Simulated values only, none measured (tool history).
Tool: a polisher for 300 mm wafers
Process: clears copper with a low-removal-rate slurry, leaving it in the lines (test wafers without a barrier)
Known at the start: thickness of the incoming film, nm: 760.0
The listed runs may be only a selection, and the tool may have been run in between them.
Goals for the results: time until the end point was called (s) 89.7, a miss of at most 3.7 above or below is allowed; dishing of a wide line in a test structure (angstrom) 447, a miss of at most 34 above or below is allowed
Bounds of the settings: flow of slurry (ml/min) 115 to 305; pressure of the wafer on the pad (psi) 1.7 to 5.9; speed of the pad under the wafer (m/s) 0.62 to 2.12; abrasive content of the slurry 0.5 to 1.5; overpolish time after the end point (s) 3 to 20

run	hour	flow of slurry (ml/min)	pressure of the wafer on the pad (psi)	speed of the pad under the wafer (m/s)	abrasive content of the slurry	overpolish time after the end point (s)	time until the end point was called (s)	dishing of a wide line in a test structure (angstrom)
1	0	195	3.8	1.36	1	10	156.5	296.16
2	2.4	195	3.2	1.36	1	10	181.84	264.43
3	9	195	3.7	1.36	1	10	159.41	283.49
4	13.5	195	4.1	1.36	1	10	145.61	307.19
5	15	150	4.1	1.36	1	10	154.2	301.85
# hour 16.5: slurry nozzle cleaned
6	16.5	150	4.1	1.56	1	10	125.91	351.34
7	19.8	155	4.3	1.56	1	10	118.77	349.26
8	21.1	160	4.5	1.56	1	10	113.58	377.1
9	28.4	165	4.6	1.56	1	10	109.56	375.5
10	31.2	170	4.7	1.56	1	10	106.58	385.3

Pick the move, out of 5, that brings all results within their allowed miss; only one does.
A	34	180	4.9	1.36	1.05	11	?	?
B	34	175	5.1	1.66	1.1	8	?	?
C	34	175	4.8	1.32	0.9	13	?	?
D	34	175	4.7	1.8	1.15	11	?	?
E	34	150	5.1	1.74	1.05	15	?	?

move	time until the end point was called (s)	dishing of a wide line in a test structure (angstrom)
A	115.05	401
B	90.675	382.04
C	125.25	420.72
D	89.903	460.34
E	89.887	534.72
A: the biggest miss grows against the last run
B: the worst result of the last run now meets its target, but another is out of spec
C: the biggest miss grows against the last run
D: every result lands within tolerance
E: the worst result of the last run now meets its target, but another is out of spec
So the answer is move D, the one that meets all the targets.

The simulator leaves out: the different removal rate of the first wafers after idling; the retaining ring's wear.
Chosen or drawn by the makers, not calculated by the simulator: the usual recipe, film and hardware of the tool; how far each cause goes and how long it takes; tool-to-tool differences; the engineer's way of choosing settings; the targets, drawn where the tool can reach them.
